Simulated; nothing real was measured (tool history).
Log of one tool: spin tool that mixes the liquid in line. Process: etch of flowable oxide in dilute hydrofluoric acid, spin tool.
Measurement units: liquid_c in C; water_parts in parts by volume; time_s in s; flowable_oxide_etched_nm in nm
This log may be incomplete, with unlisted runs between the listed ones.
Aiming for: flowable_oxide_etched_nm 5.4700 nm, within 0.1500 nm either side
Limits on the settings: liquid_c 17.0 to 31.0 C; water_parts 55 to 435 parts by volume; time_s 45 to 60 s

run    day  liquid_c  water_parts  time_s  flowable_oxide_etched_nm
  1  0.000      23.0          245      60                    7.8529
  2  0.221      23.0          245      60                    7.9518
  3  0.271      23.0          215      60                    9.2217
  4  0.342      23.0          255      60                    7.4973
  5  0.658      25.0          255      60                    8.0721
  6  0.871      25.0          210      60                   10.3090
  7  0.967      23.0          230      60                    8.6682
  8  1.071      21.5          245      60                    7.4743
  9  1.192      20.5          255      60                    6.8165

Next run, 5 choices. One meets every target within its allowed miss, the rest don't. Which?
  A  1.312      24.0          255      50                         ?
  B  1.312      24.0          305      50                         ?
  C  1.312      18.5          280      55                         ?
  D  1.312      18.5          285      60                         ?
  E  1.312      20.5          260      45                         ?

move  flowable_oxide_etched_nm
   A                    6.5158
   B                    5.1842
   C                    5.2121
   D                    5.5618
   E                    5.0390
A: nearer than the last run, and not there yet
B: the result that was furthest off in the last run now lies on the other side of its target
C: the result that was furthest off in the last run now lies on the other side of its target
D: all results in spec
E: the result that was furthest off in the last run now lies on the other side of its target
The move that meets every target is D.
